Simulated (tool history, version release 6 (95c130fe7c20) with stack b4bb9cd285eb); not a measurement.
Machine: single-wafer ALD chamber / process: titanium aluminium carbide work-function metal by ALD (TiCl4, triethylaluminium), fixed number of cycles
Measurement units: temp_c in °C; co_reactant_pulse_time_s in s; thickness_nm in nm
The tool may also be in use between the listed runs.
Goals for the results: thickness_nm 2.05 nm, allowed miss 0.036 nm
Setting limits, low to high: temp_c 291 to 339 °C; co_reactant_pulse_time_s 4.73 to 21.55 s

run 1 hour=0 | temp_c=315 co_reactant_pulse_time_s=13.14 | thickness_nm=2.213
run 2 hour=4 | temp_c=320 co_reactant_pulse_time_s=13.14 | thickness_nm=2.2487
run 3 hour=5.3 | temp_c=327 co_reactant_pulse_time_s=13.14 | thickness_nm=2.302
run 4 hour=10.1 | temp_c=321 co_reactant_pulse_time_s=12.21 | thickness_nm=2.249
run 5 hour=15.1 | temp_c=313 co_reactant_pulse_time_s=12.21 | thickness_nm=2.1703
run 6 hour=17.8 | temp_c=310 co_reactant_pulse_time_s=11.84 | thickness_nm=2.1432
run 7 hour=23.9 | temp_c=310 co_reactant_pulse_time_s=11.84 | thickness_nm=2.1482
run 8 hour=28.8 | temp_c=308 co_reactant_pulse_time_s=11.51 | thickness_nm=2.1213
run 9 hour=32.2 | temp_c=308 co_reactant_pulse_time_s=11.51 | thickness_nm=2.1115
run 10 hour=39.2 | temp_c=307 co_reactant_pulse_time_s=11.34 | thickness_nm=2.1004
run 11 hour=42.5 | temp_c=306 co_reactant_pulse_time_s=11.2 | thickness_nm=2.1001
run 12 hour=43.2 | temp_c=305 co_reactant_pulse_time_s=11.04 | thickness_nm=2.0843

Which of these 5 next moves meets every target?
run A hour=43.9 | temp_c=309 co_reactant_pulse_time_s=11.77 | thickness_nm=?
run B hour=43.9 | temp_c=307 co_reactant_pulse_time_s=8.48 | thickness_nm=?
run C hour=43.9 | temp_c=311 co_reactant_pulse_time_s=10.17 | thickness_nm=?
run D hour=43.9 | temp_c=307 co_reactant_pulse_time_s=12.96 | thickness_nm=?
run E hour=43.9 | temp_c=311 co_reactant_pulse_time_s=12.15 | thickness_nm=?

move=A thickness_nm=2.1346
move=B thickness_nm=2.0461
move=C thickness_nm=2.1266
move=D thickness_nm=2.1287
move=E thickness_nm=2.1565
A: its largest miss is bigger than the last run's
B: hits every target within its allowed miss
C: its largest miss is bigger than the last run's
D: its largest miss is bigger than the last run's
E: its largest miss is bigger than the last run's
B meets every target.

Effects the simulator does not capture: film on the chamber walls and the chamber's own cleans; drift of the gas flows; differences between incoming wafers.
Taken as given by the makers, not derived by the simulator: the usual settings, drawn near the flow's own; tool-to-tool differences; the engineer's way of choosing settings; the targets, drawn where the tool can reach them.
